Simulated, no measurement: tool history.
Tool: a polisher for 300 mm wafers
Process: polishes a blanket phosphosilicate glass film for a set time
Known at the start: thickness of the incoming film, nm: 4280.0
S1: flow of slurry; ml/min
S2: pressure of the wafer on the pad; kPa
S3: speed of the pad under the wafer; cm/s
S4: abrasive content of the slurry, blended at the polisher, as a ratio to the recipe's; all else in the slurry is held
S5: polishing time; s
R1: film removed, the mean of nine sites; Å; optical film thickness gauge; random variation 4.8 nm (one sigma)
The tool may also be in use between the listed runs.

run  hour   S1    S2  S3  S4  S5      R1
  1     0  290  25.5  98   1  61  6540.1
  2   2.3  290  24.1  96   1  61  5991.2
  3   8.2  290  22.8  96   1  61  5600.6
  4  15.4  290  21.4  96   1  61  5264.2
  5  22.5  290  20.7  96   1  61  5071.2
  6  28.9  290    20  96   1  61  4993.1

The next listed run, before its measurement:
  7  33.3  290  19.3  96   1  61   ?

Run 7 gave R1 4793.6 Å.
